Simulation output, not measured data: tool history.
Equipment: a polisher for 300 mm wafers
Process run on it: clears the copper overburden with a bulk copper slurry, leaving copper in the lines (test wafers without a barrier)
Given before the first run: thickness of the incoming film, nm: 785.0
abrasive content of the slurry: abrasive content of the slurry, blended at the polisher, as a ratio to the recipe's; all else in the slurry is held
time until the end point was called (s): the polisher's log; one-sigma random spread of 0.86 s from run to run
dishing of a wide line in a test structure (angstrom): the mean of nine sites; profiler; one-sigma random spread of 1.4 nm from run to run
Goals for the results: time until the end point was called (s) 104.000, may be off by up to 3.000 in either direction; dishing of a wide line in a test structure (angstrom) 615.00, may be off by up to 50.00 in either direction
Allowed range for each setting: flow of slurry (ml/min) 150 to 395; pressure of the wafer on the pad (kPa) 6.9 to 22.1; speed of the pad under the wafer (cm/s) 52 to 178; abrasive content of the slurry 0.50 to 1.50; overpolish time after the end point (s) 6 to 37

run	hour	flow of slurry (ml/min)	pressure of the wafer on the pad (kPa)	speed of the pad under the wafer (cm/s)	abrasive content of the slurry	overpolish time after the end point (s)	time until the end point was called (s)	dishing of a wide line in a test structure (angstrom)
1	0.0	250	14.5	114	1.00	19	79.769	608.45
2	1.7	250	13.8	114	1.00	20	82.189	633.01
3	7.3	250	16.5	114	1.00	20	69.756	723.67
4	9.4	250	15.2	114	1.00	21	76.204	687.00
5	17.1	250	14.5	114	1.00	22	79.703	693.28
6	24.5	250	14.5	114	1.00	15	79.676	546.14
7	25.8	250	13.8	114	1.00	17	84.013	597.57
8	30.8	250	13.1	114	1.00	18	87.573	562.08
9	32.5	250	12.4	114	1.00	19	92.679	575.92
10	35.5	250	12.4	114	1.00	20	93.417	596.62
11	39.5	250	12.4	114	1.00	21	93.364	614.62
12	45.8	245	11.7	114	1.00	22	98.664	601.51
13	49.7	240	11.7	114	1.00	22	97.727	565.53

Which one of the following 4 next-run settings gets every result inside its allowed miss? There is exactly one.
A	53.6	205	13.1	114	1.00	16	?	?
B	53.6	205	11.0	136	0.90	16	?	?
C	53.6	150	11.7	122	0.95	15	?	?
D	53.6	240	11.0	114	1.05	25	?	?

move	time until the end point was called (s)	dishing of a wide line in a test structure (angstrom)
A	89.606	564.59
B	91.352	545.36
C	96.754	515.69
D	103.360	628.60
A: its largest miss is bigger than the last run's
B: its largest miss is bigger than the last run's
C: its largest miss is bigger than the last run's
D: every result lands within tolerance
The right move is D.

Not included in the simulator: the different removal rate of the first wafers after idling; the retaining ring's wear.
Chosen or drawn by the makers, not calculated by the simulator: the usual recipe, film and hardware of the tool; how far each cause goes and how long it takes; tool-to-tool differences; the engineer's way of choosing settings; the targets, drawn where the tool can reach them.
